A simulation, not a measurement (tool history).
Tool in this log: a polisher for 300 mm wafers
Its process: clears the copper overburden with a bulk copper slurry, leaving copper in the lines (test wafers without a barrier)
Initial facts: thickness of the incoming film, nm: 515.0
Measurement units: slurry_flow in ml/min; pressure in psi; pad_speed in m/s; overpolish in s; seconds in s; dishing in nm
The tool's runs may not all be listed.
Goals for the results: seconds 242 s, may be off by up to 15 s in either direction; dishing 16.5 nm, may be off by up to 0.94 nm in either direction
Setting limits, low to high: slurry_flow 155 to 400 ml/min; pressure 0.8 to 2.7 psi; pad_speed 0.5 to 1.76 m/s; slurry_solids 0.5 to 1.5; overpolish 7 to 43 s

run 1 hour=0 | slurry_flow=255 pressure=1.7 pad_speed=1.12 slurry_solids=1 overpolish=22 | seconds=93.64 dishing=54.927
run 2 hour=4.8 | slurry_flow=255 pressure=1.7 pad_speed=1.12 slurry_solids=1 overpolish=28 | seconds=94.782 dishing=63.285
run 3 hour=10.3 | slurry_flow=255 pressure=1.7 pad_speed=1.12 slurry_solids=1 overpolish=21 | seconds=90.411 dishing=53.59
run 4 hour=18.5 | slurry_flow=255 pressure=1.7 pad_speed=1.12 slurry_solids=1.1 overpolish=21 | seconds=90.219 dishing=55.214
run 5 hour=19.8 | slurry_flow=195 pressure=1.7 pad_speed=1.12 slurry_solids=1.1 overpolish=21 | seconds=92.804 dishing=56.81
run 6 hour=26.9 | slurry_flow=195 pressure=1.7 pad_speed=1.12 slurry_solids=1.25 overpolish=21 | seconds=91.745 dishing=54.938
run 7 hour=32.5 | slurry_flow=235 pressure=1.5 pad_speed=1 slurry_solids=1.25 overpolish=18 | seconds=111.25 dishing=43.463
run 8 hour=39.5 | slurry_flow=265 pressure=1.4 pad_speed=0.9 slurry_solids=1.2 overpolish=16 | seconds=125.99 dishing=36.257
run 9 hour=40 | slurry_flow=265 pressure=1.4 pad_speed=0.9 slurry_solids=1.2 overpolish=16 | seconds=122.21 dishing=36.094
run 10 hour=46 | slurry_flow=255 pressure=1.3 pad_speed=0.82 slurry_solids=1.15 overpolish=14 | seconds=149.77 dishing=29.056
run 11 hour=51 | slurry_flow=255 pressure=1.2 pad_speed=0.78 slurry_solids=1.15 overpolish=13 | seconds=164.33 dishing=24.633
run 12 hour=52.8 | slurry_flow=250 pressure=1.1 pad_speed=0.76 slurry_solids=1.15 overpolish=13 | seconds=187.49 dishing=22.513
run 13 hour=54.5 | slurry_flow=250 pressure=1.1 pad_speed=0.76 slurry_solids=1.15 overpolish=13 | seconds=183.97 dishing=22.137
run 14 hour=55.6 | slurry_flow=240 pressure=1 pad_speed=0.76 slurry_solids=1.15 overpolish=13 | seconds=193.72 dishing=20.425
run 15 hour=61 | slurry_flow=235 pressure=1 pad_speed=0.74 slurry_solids=1.15 overpolish=13 | seconds=209.54 dishing=20.103
run 16 hour=68.6 | slurry_flow=230 pressure=1 pad_speed=0.74 slurry_solids=1.15 overpolish=13 | seconds=205.14 dishing=20.147
run 17 hour=71.1 | slurry_flow=225 pressure=1 pad_speed=0.74 slurry_solids=1.15 overpolish=13 | seconds=214.83 dishing=20.475
run 18 hour=77.5 | slurry_flow=220 pressure=1 pad_speed=0.74 slurry_solids=1.15 overpolish=12 | seconds=207.15 dishing=19.281
run 19 hour=83.2 | slurry_flow=220 pressure=0.8 pad_speed=0.68 slurry_solids=1.15 overpolish=10 | seconds=272.51 dishing=12.557
run 20 hour=87.7 | slurry_flow=235 pressure=0.8 pad_speed=0.66 slurry_solids=1.15 overpolish=10 | seconds=271.08 dishing=11.946

Which single option among these 5 for the next run brings every result within its allowed miss of target? Just one does.
run A hour=92.2 | slurry_flow=300 pressure=0.9 pad_speed=0.68 slurry_solids=1.3 overpolish=9 | seconds=? dishing=?
run B hour=92.2 | slurry_flow=225 pressure=0.9 pad_speed=0.7 slurry_solids=1.15 overpolish=14 | seconds=? dishing=?
run C hour=92.2 | slurry_flow=155 pressure=1 pad_speed=0.5 slurry_solids=0.95 overpolish=14 | seconds=? dishing=?
run D hour=92.2 | slurry_flow=240 pressure=0.9 pad_speed=0.56 slurry_solids=1.2 overpolish=11 | seconds=? dishing=?
run E hour=92.2 | slurry_flow=215 pressure=1 pad_speed=0.56 slurry_solids=1.4 overpolish=12 | seconds=? dishing=?

move=A seconds=226.88 dishing=13.406
move=B seconds=231.52 dishing=19.311
move=C seconds=282.67 dishing=16.396
move=D seconds=268.05 dishing=13.816
move=E seconds=239.29 dishing=16.575
A: better than the last run, though not everything is in spec
B: takes the biggest miss from the last run beyond its target
C: puts the biggest miss on target and leaves a different result outside tolerance
D: better than the last run, though not everything is in spec
E: every result lands within tolerance
Answer: E
